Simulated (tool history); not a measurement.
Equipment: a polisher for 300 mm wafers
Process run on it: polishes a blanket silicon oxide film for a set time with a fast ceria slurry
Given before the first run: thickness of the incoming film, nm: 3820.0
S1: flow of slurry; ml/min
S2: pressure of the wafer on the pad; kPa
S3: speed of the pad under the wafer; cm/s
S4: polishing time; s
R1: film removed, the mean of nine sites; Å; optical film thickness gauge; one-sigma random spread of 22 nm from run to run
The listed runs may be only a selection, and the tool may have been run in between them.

| run | hour | S1 | S2 | S3 | S4 | R1 |
|---|---|---|---|---|---|---|
| 1 | 0.0 | 190 | 13.8 | 108 | 93 | 10719 |
| 2 | 2.3 | 190 | 13.8 | 108 | 93 | 10965 |
| 3 | 6.4 | 190 | 13.8 | 128 | 93 | 12316 |
| 4 | 12.2 | 230 | 13.8 | 128 | 93 | 13260 |
| 5 | 19.8 | 260 | 13.8 | 128 | 93 | 13221 |
| 6 | 24.0 | 260 | 13.8 | 128 | 93 | 13361 |

Run 7 comes next. What will it give?
| 7 | 32.2 | 260 | 14.5 | 128 | 93 | ? |

Run 7 came out at R1 13708 Å.
